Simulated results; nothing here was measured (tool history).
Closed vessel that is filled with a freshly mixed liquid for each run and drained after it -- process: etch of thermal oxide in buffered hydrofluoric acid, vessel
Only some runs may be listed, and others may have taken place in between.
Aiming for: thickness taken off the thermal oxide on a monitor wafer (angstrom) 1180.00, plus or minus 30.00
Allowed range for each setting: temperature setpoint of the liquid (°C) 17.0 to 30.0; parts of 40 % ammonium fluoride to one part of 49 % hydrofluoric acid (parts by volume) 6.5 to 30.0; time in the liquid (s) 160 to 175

run    day  temperature setpoint of the liquid (°C)  parts of 40 % ammonium fluoride to one part of 49 % hydrofluoric acid (parts by volume)  time in the liquid (s)  thickness taken off the thermal oxide on a monitor wafer (angstrom)
  1  0.000                                     22.0                                                                                     19.5                     160                                                               940.53
  2  0.092                                     22.5                                                                                     19.5                     160                                                               964.78
  3  0.442                                     22.5                                                                                     15.0                     160                                                              1259.20
  4  0.671                                     22.5                                                                                     15.0                     175                                                              1370.00
  5  0.954                                     22.5                                                                                     15.0                     160                                                              1254.00
  6  1.054                                     22.5                                                                                     11.5                     160                                                              1629.00
  7  1.367                                     21.5                                                                                     11.5                     160                                                              1540.60
  8  1.667                                     21.0                                                                                     12.0                     160                                                              1433.50
  9  1.704                                     20.5                                                                                     12.0                     160                                                              1393.70
 10  2.004                                     20.0                                                                                     12.0                     160                                                              1356.90
 11  2.317                                     19.5                                                                                     12.0                     160                                                              1316.70
 12  2.458                                     19.0                                                                                     12.0                     160                                                              1281.40
 13  2.675                                     18.5                                                                                     12.0                     160                                                              1253.80
 14  3.004                                     18.0                                                                                     12.0                     160                                                              1211.50

Which single option among these 5 for the next run brings every result within its allowed miss of target? Just one does.
  A  3.333                                     22.5                                                                                     15.0                     160                                                                    ?
  B  3.333                                     18.0                                                                                     11.5                     160                                                                    ?
  C  3.333                                     17.0                                                                                     11.5                     160                                                                    ?
  D  3.333                                     20.0                                                                                     14.5                     175                                                                    ?
  E  3.333                                     17.5                                                                                     12.0                     175                                                                    ?

move  thickness taken off the thermal oxide on a monitor wafer (angstrom)
   A                                                              1251.10
   B                                                              1262.00
   C                                                              1192.20
   D                                                              1231.10
   E                                                              1287.00
A: misses by more than the last run did
B: misses by more than the last run did
C: all results in spec
D: misses by more than the last run did
E: misses by more than the last run did
So the answer is move C, the one that meets all the targets.
